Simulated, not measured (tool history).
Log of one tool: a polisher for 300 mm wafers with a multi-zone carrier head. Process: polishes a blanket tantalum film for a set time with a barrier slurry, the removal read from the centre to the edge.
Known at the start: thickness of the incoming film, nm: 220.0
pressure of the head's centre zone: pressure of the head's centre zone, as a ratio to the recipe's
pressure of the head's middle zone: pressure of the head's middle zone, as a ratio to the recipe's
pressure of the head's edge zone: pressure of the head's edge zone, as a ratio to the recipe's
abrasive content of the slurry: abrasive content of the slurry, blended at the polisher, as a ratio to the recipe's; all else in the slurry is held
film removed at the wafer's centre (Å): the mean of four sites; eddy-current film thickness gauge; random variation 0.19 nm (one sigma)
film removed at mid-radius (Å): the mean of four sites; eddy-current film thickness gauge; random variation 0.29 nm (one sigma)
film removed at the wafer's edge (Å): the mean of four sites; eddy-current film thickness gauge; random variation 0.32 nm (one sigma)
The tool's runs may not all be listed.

run  hour  flow of slurry (ml/min)  pressure of the head's centre zone  pressure of the head's middle zone  pressure of the head's edge zone  abrasive content of the slurry  polishing time (s)  film removed at the wafer's centre (Å)  film removed at mid-radius (Å)  film removed at the wafer's edge (Å)
  1   0.0                      225                                1.00                                1.00                              1.00                            1.00                  42                                  566.02                          565.64                                557.96
  2   6.0                      225                                1.00                                1.03                              1.00                            1.00                  42                                  570.33                          578.48                                569.76
  3  12.5                      225                                1.00                                1.03                              1.05                            1.00                  42                                  566.14                          585.36                                582.95
  4  17.2                      225                                0.98                                1.03                              1.01                            0.90                  39                                  504.02                          521.97                                501.66
  5  19.8                      225                                0.98                                1.03                              1.01                            0.90                  48                                  606.73                          636.43                                611.21
  6  22.8                      225                                0.98                                1.06                              1.01                            0.90                  48                                  618.80                          657.07                                620.44
  7  23.7                      215                                0.95                                1.04                              0.99                            0.85                  45                                  547.98                          591.99                                560.20
  8  32.6                      185                                0.86                                0.95                              0.89                            0.60                  33                                  294.77                          324.05                                321.87

The next listed run, before its measurement:
  9  40.4                      185                                0.86                                0.95                              0.89                            0.60                  33                                       ?                               ?                                     ?

Run 9 gave film removed at the wafer's centre (Å) 301.56, film removed at mid-radius (Å) 329.06, film removed at the wafer's edge (Å) 318.23.
